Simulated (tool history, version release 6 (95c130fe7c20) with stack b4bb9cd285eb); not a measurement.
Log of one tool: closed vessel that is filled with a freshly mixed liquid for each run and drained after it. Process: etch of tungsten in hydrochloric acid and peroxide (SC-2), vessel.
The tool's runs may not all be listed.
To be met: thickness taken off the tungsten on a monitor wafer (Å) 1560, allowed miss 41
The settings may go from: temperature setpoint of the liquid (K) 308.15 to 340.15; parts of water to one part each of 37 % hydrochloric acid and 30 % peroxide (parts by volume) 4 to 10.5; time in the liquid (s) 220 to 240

run  hour  temperature setpoint of the liquid (K)  parts of water to one part each of 37 % hydrochloric acid and 30 % peroxide (parts by volume)  time in the liquid (s)  thickness taken off the tungsten on a monitor wafer (Å)
  1     0                                  324.15                                                                                            5.5                     220                                                    700.2
  2   2.1                                  324.15                                                                                              7                     220                                                   587.81
  3   8.6                                  329.65                                                                                              7                     220                                                   839.44
  4  11.3                                  330.65                                                                                              7                     220                                                   897.16
  5  15.1                                  330.65                                                                                              8                     220                                                   812.45
  6    17                                  330.65                                                                                              8                     240                                                   887.37
  7  20.5                                  331.65                                                                                              8                     240                                                   944.23
  8  28.1                                  332.65                                                                                              8                     240                                                   1005.3

5 next moves are on the table. One of them brings every result within its allowed miss. Which?
  A  35.7                                  327.65                                                                                            9.5                     220                                                        ?
  B  35.7                                  336.65                                                                                              7                     240                                                        ?
  C  35.7                                  327.15                                                                                           10.5                     220                                                        ?
  D  35.7                                  337.15                                                                                            6.5                     240                                                        ?
  E  35.7                                  338.15                                                                                              7                     220                                                        ?

move  thickness taken off the tungsten on a monitor wafer (Å)
   A                                                   582.27
   B                                                   1425.8
   C                                                    519.3
   D                                                   1554.7
   E                                                   1432.5
A: further off than the last run
B: nearer than the last run, and not there yet
C: further off than the last run
D: meets every target
E: nearer than the last run, and not there yet
Answer: D
